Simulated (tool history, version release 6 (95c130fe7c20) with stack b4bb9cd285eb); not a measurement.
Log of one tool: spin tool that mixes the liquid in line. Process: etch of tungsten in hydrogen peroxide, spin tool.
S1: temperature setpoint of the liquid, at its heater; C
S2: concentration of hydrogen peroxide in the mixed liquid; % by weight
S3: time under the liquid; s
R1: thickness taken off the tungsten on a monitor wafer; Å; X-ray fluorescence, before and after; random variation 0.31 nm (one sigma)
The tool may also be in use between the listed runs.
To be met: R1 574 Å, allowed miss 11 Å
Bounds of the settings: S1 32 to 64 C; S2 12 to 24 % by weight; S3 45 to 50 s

run  hour    S1    S2  S3      R1
  1     0    48    16  45  331.46
  2   5.5    45    16  45  276.65
  3   8.4    45    16  45  274.96
  4  13.6    45  12.5  45  244.36
  5  15.2    45    14  45  257.81
  6  16.8  46.5    14  45  284.01
  7  18.9    48    14  45  307.63
  8  25.7    49    14  45  327.09
  9    31    50    14  45  351.37
     39.7  -- thermometer replaced
 10  39.7    51    14  45  331.72
 11  42.2  52.5    14  45  364.43
 12  44.2  53.5    14  45  382.63
 13  45.1  61.5    14  45  618.14
 14  50.7  61.5    14  45  610.71
 15  54.8    61    14  45  602.57

4 next moves are on the table. One of them brings every result within its allowed miss. Which?
  A  58.9    62  14.5  45   ?
  B  58.9  61.5    12  50   ?
  C  58.9    60  16.5  45   ?
  D  58.9    61    13  45   ?

move      R1
   A   649.6
   B  638.19
   C  618.09
   D  581.01
A: further off than the last run
B: further off than the last run
C: further off than the last run
D: meets every target
Move D is the one to make.
